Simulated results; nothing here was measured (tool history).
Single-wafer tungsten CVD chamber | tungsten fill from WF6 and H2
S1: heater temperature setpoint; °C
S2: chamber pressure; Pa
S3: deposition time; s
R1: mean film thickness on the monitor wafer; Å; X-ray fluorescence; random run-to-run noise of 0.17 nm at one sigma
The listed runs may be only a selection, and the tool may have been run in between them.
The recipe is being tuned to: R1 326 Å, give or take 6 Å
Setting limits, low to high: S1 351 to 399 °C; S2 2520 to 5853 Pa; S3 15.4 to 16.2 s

Run 1, hour 0: S1 375 °C, S2 4186 Pa, S3 16.2 s. Result: R1 290.64 Å.
Run 2, hour 3: S1 366 °C, S2 4186 Pa, S3 16.2 s. Result: R1 239.66 Å.
Run 3, hour 9.9: S1 366 °C, S2 3906 Pa, S3 16.2 s. Result: R1 232.56 Å.
Run 4, hour 14.4: S1 369 °C, S2 3920 Pa, S3 16.2 s. Result: R1 247.12 Å.
Run 5, hour 20.7: S1 360 °C, S2 3920 Pa, S3 16.2 s. Result: R1 207.07 Å.
Run 6, hour 27.7: S1 360 °C, S2 3360 Pa, S3 16.2 s. Result: R1 191.37 Å.
Run 7, hour 31.9: S1 365 °C, S2 3373 Pa, S3 16.2 s. Result: R1 212.22 Å.
Run 8, hour 34.4: S1 369 °C, S2 3386 Pa, S3 16.2 s. Result: R1 232.42 Å.
Run 9, hour 39.9: S1 372 °C, S2 3400 Pa, S3 16.2 s. Result: R1 244.47 Å.
Run 10, hour 45.2: S1 375 °C, S2 3413 Pa, S3 16.2 s. Result: R1 263.87 Å.
Run 11, hour 52.9: S1 377 °C, S2 3413 Pa, S3 16.2 s. Result: R1 271.11 Å.
Run 12, hour 57.4: S1 379 °C, S2 3413 Pa, S3 16.2 s. Result: R1 285.87 Å.
Run 13, hour 60.1: S1 379 °C, S2 3413 Pa, S3 16.2 s. Result: R1 283.93 Å.
Run 14, hour 64: S1 380 °C, S2 3413 Pa, S3 16.2 s. Result: R1 285.96 Å.
Run 15, hour 73: S1 381 °C, S2 3413 Pa, S3 16.2 s. Result: R1 294.68 Å.
Run 16, hour 76.6: S1 382 °C, S2 3413 Pa, S3 16.2 s. Result: R1 298.11 Å.
Run 17, hour 81.3: S1 383 °C, S2 3413 Pa, S3 16.2 s. Result: R1 304.91 Å.
Run 18, hour 88.9: S1 384 °C, S2 3413 Pa, S3 16.2 s. Result: R1 309.57 Å.

Pick the move, out of 4, that brings all results within their allowed miss; only one does.
Run A, hour 96.5: S1 387 °C, S2 3093 Pa, S3 16.1 s. Result: R1 ?.
Run B, hour 96.5: S1 382 °C, S2 3160 Pa, S3 16 s. Result: R1 ?.
Run C, hour 96.5: S1 386 °C, S2 3466 Pa, S3 16.2 s. Result: R1 ?.
Run D, hour 96.5: S1 381 °C, S2 4093 Pa, S3 15.4 s. Result: R1 ?.

move      R1
   A  311.93
   B   284.9
   C  324.99
   D   303.7
A: an improvement on the last run, though not all results are within tolerance
B: the biggest miss grows against the last run
C: every result lands within tolerance
D: the biggest miss grows against the last run
The move that meets every target is C.
